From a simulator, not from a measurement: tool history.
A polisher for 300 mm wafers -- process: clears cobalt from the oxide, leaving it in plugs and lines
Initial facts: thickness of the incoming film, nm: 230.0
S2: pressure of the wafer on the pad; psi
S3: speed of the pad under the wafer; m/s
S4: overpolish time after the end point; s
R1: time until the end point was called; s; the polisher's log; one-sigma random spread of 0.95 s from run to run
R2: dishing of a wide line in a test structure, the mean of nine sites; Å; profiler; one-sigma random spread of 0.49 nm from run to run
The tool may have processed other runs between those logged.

{"run": 1, "day": 0.0, "flow of slurry (ml/min)": 300, "S2": 1.5, "S3": 0.8, "S4": 16, "R1": 74.278, "R2": 288.86}
{"run": 2, "day": 0.183, "flow of slurry (ml/min)": 300, "S2": 1.5, "S3": 0.66, "S4": 16, "R1": 84.152, "R2": 270.92}
{"run": 3, "day": 0.321, "flow of slurry (ml/min)": 375, "S2": 1.5, "S3": 0.66, "S4": 16, "R1": 82.305, "R2": 279.82}
{"run": 4, "day": 0.658, "flow of slurry (ml/min)": 420, "S2": 1.5, "S3": 0.66, "S4": 16, "R1": 80.816, "R2": 271.91}
{"run": 5, "day": 0.842, "flow of slurry (ml/min)": 420, "S2": 1.6, "S3": 0.66, "S4": 16, "R1": 76.952, "R2": 295.24}
{"run": 6, "day": 1.083, "flow of slurry (ml/min)": 420, "S2": 1.7, "S3": 0.66, "S4": 16, "R1": 71.664, "R2": 296.61}
{"run": 7, "day": 1.4, "flow of slurry (ml/min)": 420, "S2": 1.8, "S3": 0.66, "S4": 16, "R1": 68.995, "R2": 303.98}
{"run": 8, "day": 1.442, "flow of slurry (ml/min)": 420, "S2": 1.9, "S3": 0.66, "S4": 16, "R1": 65.002, "R2": 312.51}
{"run": 9, "day": 1.75, "flow of slurry (ml/min)": 420, "S2": 1.9, "S3": 0.66, "S4": 16, "R1": 65.493, "R2": 312.45}

Predict the results of run 10:
{"run": 10, "day": 1.892, "flow of slurry (ml/min)": 420, "S2": 2.1, "S3": 0.68, "S4": 17, "R1": "?", "R2": "?"}

For run 10 the tool returned R1 57.982 s, R2 348.71 Å.
